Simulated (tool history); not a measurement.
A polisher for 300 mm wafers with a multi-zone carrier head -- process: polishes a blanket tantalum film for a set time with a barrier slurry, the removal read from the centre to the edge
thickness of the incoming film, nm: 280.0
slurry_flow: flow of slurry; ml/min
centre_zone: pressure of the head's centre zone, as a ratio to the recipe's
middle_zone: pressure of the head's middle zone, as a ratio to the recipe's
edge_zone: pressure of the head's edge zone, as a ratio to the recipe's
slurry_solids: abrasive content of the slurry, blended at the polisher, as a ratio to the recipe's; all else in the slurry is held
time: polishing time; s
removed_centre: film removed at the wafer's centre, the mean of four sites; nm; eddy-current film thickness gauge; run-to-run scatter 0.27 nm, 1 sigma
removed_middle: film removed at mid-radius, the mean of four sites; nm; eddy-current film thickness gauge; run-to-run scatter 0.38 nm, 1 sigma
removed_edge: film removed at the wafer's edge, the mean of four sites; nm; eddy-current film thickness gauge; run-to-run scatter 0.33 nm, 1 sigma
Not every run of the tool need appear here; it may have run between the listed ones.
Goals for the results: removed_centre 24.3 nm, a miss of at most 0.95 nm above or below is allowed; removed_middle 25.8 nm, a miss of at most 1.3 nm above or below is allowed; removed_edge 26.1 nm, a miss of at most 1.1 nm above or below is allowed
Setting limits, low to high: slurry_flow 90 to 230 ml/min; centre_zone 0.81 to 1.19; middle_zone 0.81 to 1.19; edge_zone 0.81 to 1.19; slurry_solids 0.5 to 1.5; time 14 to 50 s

{"run": 1, "day": 0.0, "slurry_flow": 150, "centre_zone": 1, "middle_zone": 1, "edge_zone": 1, "slurry_solids": 1, "time": 32, "removed_centre": 43.628, "removed_middle": 46.526, "removed_edge": 45.832}
{"run": 2, "day": 0.225, "slurry_flow": 145, "centre_zone": 0.98, "middle_zone": 0.98, "edge_zone": 0.97, "slurry_solids": 0.85, "time": 29, "removed_centre": 37.313, "removed_middle": 38.472, "removed_edge": 39.496}
{"run": 3, "day": 0.35, "slurry_flow": 145, "centre_zone": 0.98, "middle_zone": 1.05, "edge_zone": 0.97, "slurry_solids": 0.85, "time": 29, "removed_centre": 37.326, "removed_middle": 41.65, "removed_edge": 39.579}
{"run": 4, "day": 0.571, "slurry_flow": 145, "centre_zone": 0.98, "middle_zone": 1.05, "edge_zone": 0.97, "slurry_solids": 0.85, "time": 21, "removed_centre": 26.72, "removed_middle": 30.317, "removed_edge": 28.206}
{"run": 5, "day": 0.892, "slurry_flow": 145, "centre_zone": 0.98, "middle_zone": 1.05, "edge_zone": 0.89, "slurry_solids": 0.85, "time": 21, "removed_centre": 26.879, "removed_middle": 29.566, "removed_edge": 27.5}
{"run": 6, "day": 1.125, "slurry_flow": 145, "centre_zone": 0.92, "middle_zone": 1.05, "edge_zone": 0.89, "slurry_solids": 0.85, "time": 21, "removed_centre": 24.774, "removed_middle": 29.94, "removed_edge": 27.476}
{"run": 7, "day": 1.442, "slurry_flow": 140, "centre_zone": 0.93, "middle_zone": 1.03, "edge_zone": 0.88, "slurry_solids": 0.85, "time": 21, "removed_centre": 25.12, "removed_middle": 29.727, "removed_edge": 27.636}
{"run": 8, "day": 1.804, "slurry_flow": 140, "centre_zone": 0.94, "middle_zone": 1.01, "edge_zone": 0.87, "slurry_solids": 0.8, "time": 21, "removed_centre": 24.961, "removed_middle": 28.566, "removed_edge": 26.272}
{"run": 9, "day": 2.062, "slurry_flow": 135, "centre_zone": 0.94, "middle_zone": 0.98, "edge_zone": 0.89, "slurry_solids": 0.8, "time": 21, "removed_centre": 24.846, "removed_middle": 27.218, "removed_edge": 26.474}

Pick the move, out of 5, that brings all results within their allowed miss; only one does.
{"run": "A", "day": 2.321, "slurry_flow": 135, "centre_zone": 0.88, "middle_zone": 0.84, "edge_zone": 0.96, "slurry_solids": 0.95, "time": 21, "removed_centre": "?", "removed_middle": "?", "removed_edge": "?"}
{"run": "B", "day": 2.321, "slurry_flow": 140, "centre_zone": 0.93, "middle_zone": 1.11, "edge_zone": 0.89, "slurry_solids": 0.75, "time": 22, "removed_centre": "?", "removed_middle": "?", "removed_edge": "?"}
{"run": "C", "day": 2.321, "slurry_flow": 150, "centre_zone": 0.99, "middle_zone": 1.02, "edge_zone": 0.91, "slurry_solids": 0.75, "time": 21, "removed_centre": "?", "removed_middle": "?", "removed_edge": "?"}
{"run": "D", "day": 2.321, "slurry_flow": 115, "centre_zone": 0.97, "middle_zone": 1.03, "edge_zone": 0.86, "slurry_solids": 0.65, "time": 24, "removed_centre": "?", "removed_middle": "?", "removed_edge": "?"}
{"run": "E", "day": 2.321, "slurry_flow": 135, "centre_zone": 0.97, "middle_zone": 0.97, "edge_zone": 0.95, "slurry_solids": 0.65, "time": 22, "removed_centre": "?", "removed_middle": "?", "removed_edge": "?"}

move=A removed_centre=24.661 removed_middle=25.571 removed_edge=29.963
move=B removed_centre=25.085 removed_middle=30.988 removed_edge=27.606
move=C removed_centre=25.787 removed_middle=27.791 removed_edge=26.844
move=D removed_centre=25.753 removed_middle=28.725 removed_edge=27.127
move=E removed_centre=24.271 removed_middle=25.657 removed_edge=26.513
A: gets the furthest-off result to its target, but another result is out of tolerance
B: moves away from the targets compared with the last run
C: moves away from the targets compared with the last run
D: moves away from the targets compared with the last run
E: each result inside its tolerance
Go with E: it meets all targets.
